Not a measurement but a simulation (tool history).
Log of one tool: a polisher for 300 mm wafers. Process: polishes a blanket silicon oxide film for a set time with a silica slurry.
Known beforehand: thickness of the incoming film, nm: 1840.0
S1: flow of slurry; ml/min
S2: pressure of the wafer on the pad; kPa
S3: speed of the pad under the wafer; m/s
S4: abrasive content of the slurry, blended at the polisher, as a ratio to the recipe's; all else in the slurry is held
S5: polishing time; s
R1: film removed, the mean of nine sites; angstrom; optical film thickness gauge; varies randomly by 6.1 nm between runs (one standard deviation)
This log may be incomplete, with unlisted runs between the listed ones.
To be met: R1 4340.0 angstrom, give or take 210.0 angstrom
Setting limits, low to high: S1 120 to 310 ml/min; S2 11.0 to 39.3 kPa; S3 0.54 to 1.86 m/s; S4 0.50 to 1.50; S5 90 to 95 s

run,day,S1,S2,S3,S4,S5,R1
1,0.000,200,24.8,1.18,1.00,90,2846.5
2,0.371,200,24.8,1.18,1.10,90,2965.9
3,0.738,200,26.2,1.18,1.10,90,3176.7
4,0.850,200,26.2,1.18,1.00,90,2974.9
5,1.158,200,26.2,1.04,1.00,90,2734.8
6,1.392,200,26.2,1.04,1.00,95,2879.4
7,1.562,200,33.1,1.10,1.00,95,3725.4
8,1.700,200,33.8,1.10,1.00,95,3883.2
9,1.846,200,34.5,1.10,1.00,95,3854.7
10,1.904,200,35.2,1.10,1.00,95,3960.2
11,2.171,200,35.9,1.10,1.00,95,4072.8

Of the 4 settings listed for the next run, only one would bring every result within its allowed miss of target. Which one?
A,2.438,195,37.9,1.42,0.85,95,?
B,2.438,170,37.2,1.10,1.10,95,?
C,2.438,305,33.8,1.14,1.05,90,?
D,2.438,195,35.9,1.18,0.95,91,?

move,R1
A,4785.5
B,4260.0
C,3981.5
D,3964.5
A: moves the result that the last run missed by most past its target, out the other side
B: in spec on every target
C: misses by more than the last run did
D: misses by more than the last run did
The right move is B.

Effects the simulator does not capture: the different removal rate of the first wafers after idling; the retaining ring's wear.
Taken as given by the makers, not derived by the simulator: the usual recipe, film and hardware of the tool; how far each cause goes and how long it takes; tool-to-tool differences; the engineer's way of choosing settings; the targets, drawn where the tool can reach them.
